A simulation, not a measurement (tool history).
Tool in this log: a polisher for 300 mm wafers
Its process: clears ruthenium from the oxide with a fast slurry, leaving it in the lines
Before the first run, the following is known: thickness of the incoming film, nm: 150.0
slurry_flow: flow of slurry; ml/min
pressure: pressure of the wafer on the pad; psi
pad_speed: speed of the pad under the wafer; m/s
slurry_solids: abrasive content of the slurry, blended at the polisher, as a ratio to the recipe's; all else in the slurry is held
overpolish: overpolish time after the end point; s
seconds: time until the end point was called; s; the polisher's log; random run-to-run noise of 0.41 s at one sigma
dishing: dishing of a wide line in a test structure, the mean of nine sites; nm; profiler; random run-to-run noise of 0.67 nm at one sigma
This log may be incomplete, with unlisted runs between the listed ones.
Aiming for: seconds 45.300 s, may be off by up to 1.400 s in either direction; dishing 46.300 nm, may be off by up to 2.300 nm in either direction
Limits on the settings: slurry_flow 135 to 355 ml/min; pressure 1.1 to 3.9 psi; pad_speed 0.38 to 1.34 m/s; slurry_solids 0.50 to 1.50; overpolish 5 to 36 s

run 1 hour=0.0 | slurry_flow=225 pressure=2.5 pad_speed=0.86 slurry_solids=1.00 overpolish=18 | seconds=38.012 dishing=51.750
run 2 hour=1.3 | slurry_flow=220 pressure=2.4 pad_speed=0.86 slurry_solids=1.00 overpolish=18 | seconds=39.484 dishing=48.912
run 3 hour=8.0 | slurry_flow=220 pressure=2.4 pad_speed=0.68 slurry_solids=1.00 overpolish=18 | seconds=47.999 dishing=42.083
run 4 hour=10.3 | slurry_flow=265 pressure=2.4 pad_speed=0.68 slurry_solids=1.00 overpolish=18 | seconds=46.656 dishing=43.108
run 5 hour=17.6 | slurry_flow=265 pressure=2.4 pad_speed=0.68 slurry_solids=1.00 overpolish=10 | seconds=47.065 dishing=25.410
run 6 hour=25.0 | slurry_flow=320 pressure=2.4 pad_speed=0.68 slurry_solids=1.00 overpolish=10 | seconds=45.496 dishing=25.697
run 7 hour=32.2 | slurry_flow=310 pressure=2.4 pad_speed=0.68 slurry_solids=1.00 overpolish=12 | seconds=46.572 dishing=30.500
run 8 hour=34.9 | slurry_flow=245 pressure=2.7 pad_speed=0.68 slurry_solids=1.00 overpolish=17 | seconds=42.880 dishing=45.146
run 9 hour=41.4 | slurry_flow=240 pressure=2.7 pad_speed=0.68 slurry_solids=1.00 overpolish=17 | seconds=43.374 dishing=43.248
run 10 hour=48.2 | slurry_flow=235 pressure=2.7 pad_speed=0.68 slurry_solids=1.00 overpolish=17 | seconds=42.951 dishing=43.087
run 11 hour=53.4 | slurry_flow=230 pressure=2.7 pad_speed=0.68 slurry_solids=1.00 overpolish=17 | seconds=43.473 dishing=43.403
run 12 hour=62.4 | slurry_flow=225 pressure=2.7 pad_speed=0.68 slurry_solids=1.00 overpolish=17 | seconds=44.531 dishing=43.468
run 13 hour=63.4 | slurry_flow=220 pressure=2.7 pad_speed=0.68 slurry_solids=1.00 overpolish=17 | seconds=43.644 dishing=43.225
run 14 hour=71.9 | slurry_flow=215 pressure=2.7 pad_speed=0.68 slurry_solids=1.00 overpolish=17 | seconds=44.214 dishing=43.056
run 15 hour=74.9 | slurry_flow=210 pressure=2.7 pad_speed=0.68 slurry_solids=1.00 overpolish=17 | seconds=44.608 dishing=41.912

5 candidate next runs follow, results not yet known. Just one meets every target within its allowed miss. Identify it.
run A hour=77.9 | slurry_flow=200 pressure=3.4 pad_speed=0.50 slurry_solids=1.20 overpolish=16 | seconds=? dishing=?
run B hour=77.9 | slurry_flow=260 pressure=2.4 pad_speed=0.76 slurry_solids=0.90 overpolish=19 | seconds=? dishing=?
run C hour=77.9 | slurry_flow=260 pressure=3.0 pad_speed=0.58 slurry_solids=1.05 overpolish=16 | seconds=? dishing=?
run D hour=77.9 | slurry_flow=220 pressure=2.9 pad_speed=0.80 slurry_solids=0.70 overpolish=15 | seconds=? dishing=?
run E hour=77.9 | slurry_flow=275 pressure=2.6 pad_speed=0.68 slurry_solids=0.95 overpolish=16 | seconds=? dishing=?

move=A seconds=43.414 dishing=40.682
move=B seconds=44.659 dishing=45.989
move=C seconds=43.771 dishing=40.395
move=D seconds=41.819 dishing=39.739
move=E seconds=44.713 dishing=39.657
A: further off than the last run
B: every result within its allowed miss
C: further off than the last run
D: further off than the last run
E: further off than the last run
Correct choice: B, which meets every target

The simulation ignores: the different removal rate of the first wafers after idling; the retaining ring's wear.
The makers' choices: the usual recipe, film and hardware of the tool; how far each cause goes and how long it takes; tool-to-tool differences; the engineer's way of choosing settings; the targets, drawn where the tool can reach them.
